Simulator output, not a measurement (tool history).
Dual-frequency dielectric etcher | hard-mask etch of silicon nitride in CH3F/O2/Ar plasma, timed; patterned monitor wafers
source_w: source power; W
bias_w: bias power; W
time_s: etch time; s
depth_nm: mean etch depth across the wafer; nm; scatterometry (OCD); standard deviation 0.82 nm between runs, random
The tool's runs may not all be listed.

{"run": 1, "hour": 0.0, "source_w": 430, "bias_w": 69, "time_s": 285, "depth_nm": 204.24}
{"run": 2, "hour": 1.2, "source_w": 430, "bias_w": 64, "time_s": 285, "depth_nm": 201.66}
{"run": 3, "hour": 4.5, "source_w": 430, "bias_w": 73, "time_s": 285, "depth_nm": 211.32}
{"run": 4, "hour": 7.4, "source_w": 410, "bias_w": 73, "time_s": 285, "depth_nm": 206.45}
{"run": 5, "hour": 12.7, "source_w": 390, "bias_w": 73, "time_s": 285, "depth_nm": 203.99}
{"run": 6, "hour": 16.6, "source_w": 350, "bias_w": 73, "time_s": 285, "depth_nm": 195.73}
{"run": 7, "hour": 20.1, "source_w": 340, "bias_w": 73, "time_s": 285, "depth_nm": 193.51}

What will run 8 give?
{"run": 8, "hour": 26.4, "source_w": 330, "bias_w": 73, "time_s": 285, "depth_nm": "?"}

depth_nm: 191.25 nm
